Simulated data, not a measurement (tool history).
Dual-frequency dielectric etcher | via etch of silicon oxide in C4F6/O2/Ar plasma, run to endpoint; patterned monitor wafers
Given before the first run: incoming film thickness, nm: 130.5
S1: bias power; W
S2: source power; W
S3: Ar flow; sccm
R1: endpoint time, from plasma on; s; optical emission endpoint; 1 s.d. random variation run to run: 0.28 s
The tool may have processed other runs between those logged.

{"run": 1, "hour": 0.0, "S1": 420, "S2": 440, "S3": 212, "R1": 27.959}
{"run": 2, "hour": 1.2, "S1": 391, "S2": 420, "S3": 214, "R1": 29.122}
{"run": 3, "hour": 5.1, "S1": 371, "S2": 410, "S3": 215, "R1": 30.304}
{"run": 4, "hour": 13.5, "S1": 361, "S2": 410, "S3": 215, "R1": 29.733}
{"run": 5, "hour": 14.1, "S1": 361, "S2": 410, "S3": 202, "R1": 29.57}
{"run": 6, "hour": 17.9, "S1": 347, "S2": 400, "S3": 204, "R1": 30.975}
{"run": 7, "hour": 20.6, "S1": 341, "S2": 400, "S3": 204, "R1": 30.221}

Run 8 is up next; what results do you expect?
{"run": 8, "hour": 21.6, "S1": 300, "S2": 360, "S3": 209, "R1": "?"}

{"run 8": {"R1": 33.185}}

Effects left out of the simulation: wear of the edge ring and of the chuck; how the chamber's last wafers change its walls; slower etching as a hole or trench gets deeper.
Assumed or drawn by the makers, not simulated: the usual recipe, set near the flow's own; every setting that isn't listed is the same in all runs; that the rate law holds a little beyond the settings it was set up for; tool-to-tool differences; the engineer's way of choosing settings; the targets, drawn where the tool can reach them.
